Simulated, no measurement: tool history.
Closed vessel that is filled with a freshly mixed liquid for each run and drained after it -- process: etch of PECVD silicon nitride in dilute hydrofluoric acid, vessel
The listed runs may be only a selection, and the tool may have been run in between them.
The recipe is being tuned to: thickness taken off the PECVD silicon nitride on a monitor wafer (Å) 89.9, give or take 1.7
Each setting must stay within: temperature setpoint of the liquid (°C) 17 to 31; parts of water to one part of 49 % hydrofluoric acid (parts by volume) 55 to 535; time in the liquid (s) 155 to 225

run	day	temperature setpoint of the liquid (°C)	parts of water to one part of 49 % hydrofluoric acid (parts by volume)	time in the liquid (s)	thickness taken off the PECVD silicon nitride on a monitor wafer (Å)
1	0	23	295	225	37.214
2	0.083	25	260	225	47.585
3	0.246	25	210	225	58.989
4	0.358	25	295	225	42.132
5	0.508	26.5	265	225	51.321
6	0.829	26.5	265	225	51.276
7	1.133	27.5	245	225	58.904
8	1.446	28.5	230	225	66.688

Exactly one of the 4 candidate moves below puts every result within its allowed miss. Which one?
A	1.758	28.5	165	225	?
B	1.758	28	175	225	?
C	1.758	31	190	225	?
D	1.758	31	200	225	?

move	thickness taken off the PECVD silicon nitride on a monitor wafer (Å)
A	93.188
B	85.154
C	93.933
D	89.122
A: pushes the last run's worst result past its target
B: closes in on the targets versus the last run, not all within tolerance yet
C: pushes the last run's worst result past its target
D: hits every target within its allowed miss
Answer: D
